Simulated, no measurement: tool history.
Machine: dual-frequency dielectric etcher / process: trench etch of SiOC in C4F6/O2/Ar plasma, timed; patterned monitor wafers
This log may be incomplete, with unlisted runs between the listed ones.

run	hour	source power (W)	bias power (W)	etch time (s)	mean etch depth across the wafer (nm)
1	0	270	225	27.5	58.077
2	0.7	270	225	27.5	58.458
3	9.5	270	243	27.5	59.198
4	14.3	270	243	27.5	58.89
5	21.3	270	243	27.5	58.622
6	27.3	230	243	27.5	57
7	32.7	250	257	27.5	59.042

What does the tool deliver on the next run?
8	41.4	270	266	27.5	?

Run 8 yielded mean etch depth across the wafer (nm) 61.136.
